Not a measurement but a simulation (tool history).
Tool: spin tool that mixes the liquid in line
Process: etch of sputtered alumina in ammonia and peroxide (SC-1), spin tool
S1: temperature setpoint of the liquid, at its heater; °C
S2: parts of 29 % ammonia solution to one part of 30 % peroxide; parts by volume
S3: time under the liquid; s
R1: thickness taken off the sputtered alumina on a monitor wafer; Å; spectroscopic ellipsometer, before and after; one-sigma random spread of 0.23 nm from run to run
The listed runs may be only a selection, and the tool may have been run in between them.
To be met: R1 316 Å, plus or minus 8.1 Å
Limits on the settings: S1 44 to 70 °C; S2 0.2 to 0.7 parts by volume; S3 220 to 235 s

run  hour    S1   S2   S3      R1
  1     0    60  0.4  220  199.28
  2   4.6    60  0.3  220   194.6
  3  13.5    66  0.3  220  263.26
  4  22.5  66.5  0.3  220  270.86
  5  30.6  62.5  0.3  220  219.52
  6  32.5  62.5  0.3  220  219.06
  7  41.6  63.5  0.3  220  234.26
  8  49.6  64.5  0.3  220  248.23
  9  58.1    65  0.3  220  254.43

5 candidate next runs follow, results not yet known. Just one meets every target within its allowed miss. Identify it.
  A  66.6  67.5   0.2  235   ?
  B  66.6  59.5  0.25  220   ?
  C  66.6  68.5  0.45  225   ?
  D  66.6    68  0.25  230   ?
  E  66.6  66.5  0.25  235   ?

move      R1
   A  295.08
   B  188.84
   C  320.24
   D  302.25
   E  286.97
A: an improvement on the last run, though not all results are within tolerance
B: moves away from the targets compared with the last run
C: meets every target
D: an improvement on the last run, though not all results are within tolerance
E: an improvement on the last run, though not all results are within tolerance
The right move is C.
